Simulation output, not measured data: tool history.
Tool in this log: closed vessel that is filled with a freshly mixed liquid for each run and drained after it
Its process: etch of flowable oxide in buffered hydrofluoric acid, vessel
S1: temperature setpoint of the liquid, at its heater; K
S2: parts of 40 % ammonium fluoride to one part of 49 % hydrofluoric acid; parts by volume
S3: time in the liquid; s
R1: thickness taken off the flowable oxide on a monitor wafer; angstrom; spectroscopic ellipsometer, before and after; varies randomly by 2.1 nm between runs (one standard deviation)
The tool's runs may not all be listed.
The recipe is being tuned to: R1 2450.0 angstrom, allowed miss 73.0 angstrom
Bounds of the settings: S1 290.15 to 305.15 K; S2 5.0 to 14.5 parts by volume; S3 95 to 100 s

run,hour,S1,S2,S3,R1
1,0.0,297.15,9.0,95,3384.3
2,4.5,297.15,10.0,95,3141.1
3,13.6,295.65,10.0,95,2876.5
4,16.3,294.65,10.0,95,2731.4
# hour 22.3: hydrofluoric acid flow meter replaced
5,22.3,294.65,10.0,95,2630.0
6,24.7,294.65,10.0,100,2775.7
7,34.0,294.15,10.0,100,2671.0
8,36.2,293.65,10.0,100,2640.3

Of the 4 settings listed for the next run, only one would bring every result within its allowed miss of target. Which one?
A,38.4,293.15,10.5,95,?
B,38.4,291.15,8.0,95,?
C,38.4,295.65,11.5,95,?
D,38.4,294.15,11.0,95,?

move,R1
A,2299.7
B,2616.5
C,2417.9
D,2323.9
A: moves the result that the last run missed by most past its target, out the other side
B: closer than the last run, but not yet in spec
C: meets every target
D: moves the result that the last run missed by most past its target, out the other side
Correct choice: C, which meets every target
